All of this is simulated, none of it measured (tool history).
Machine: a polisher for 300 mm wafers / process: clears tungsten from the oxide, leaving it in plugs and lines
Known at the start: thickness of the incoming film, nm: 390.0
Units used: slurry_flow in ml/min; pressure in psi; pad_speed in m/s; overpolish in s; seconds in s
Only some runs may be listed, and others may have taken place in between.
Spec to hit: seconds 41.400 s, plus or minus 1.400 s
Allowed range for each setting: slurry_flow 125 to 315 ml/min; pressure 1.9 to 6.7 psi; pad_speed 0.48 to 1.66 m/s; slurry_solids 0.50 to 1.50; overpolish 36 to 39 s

run  hour  slurry_flow  pressure  pad_speed  slurry_solids  overpolish  seconds
  1   0.0          205       4.3       1.06           1.00          36   82.293
  2   8.7          205       4.3       1.06           1.00          39   81.005
  3  17.7          205       4.3       1.06           0.85          39   85.501
  4  23.8          205       4.7       1.10           0.85          39   76.864
  5  31.5          205       5.1       1.14           0.85          39   68.069
     36.2  -- slurry tank refilled with fresh slurry and peroxide
  6  36.2          205       5.1       1.32           0.85          39   49.772
  7  39.3          205       5.3       1.32           0.85          39   47.604
  8  44.4          205       5.4       1.32           0.85          39   47.264
  9  47.0          205       5.5       1.32           0.85          39   47.112
 10  50.6          205       5.6       1.32           0.85          39   46.045
 11  55.2          205       5.7       1.32           0.85          39   44.660
 12  62.4          205       5.8       1.32           0.85          39   44.220
 13  70.4          205       5.9       1.32           0.85          39   43.363

4 next moves are on the table. One of them brings every result within its allowed miss. Which?
  A  78.4          265       6.0       1.16           0.90          39        ?
  B  78.4          235       6.4       1.18           0.80          36        ?
  C  78.4          240       6.0       1.44           0.65          39        ?
  D  78.4          125       6.1       1.28           0.90          39        ?

move  seconds
   A   45.539
   B   43.968
   C   41.083
   D   44.725
A: lands further from the targets than the last run did
B: lands further from the targets than the last run did
C: all results in spec
D: lands further from the targets than the last run did
So the answer is move C, the one that meets all the targets.
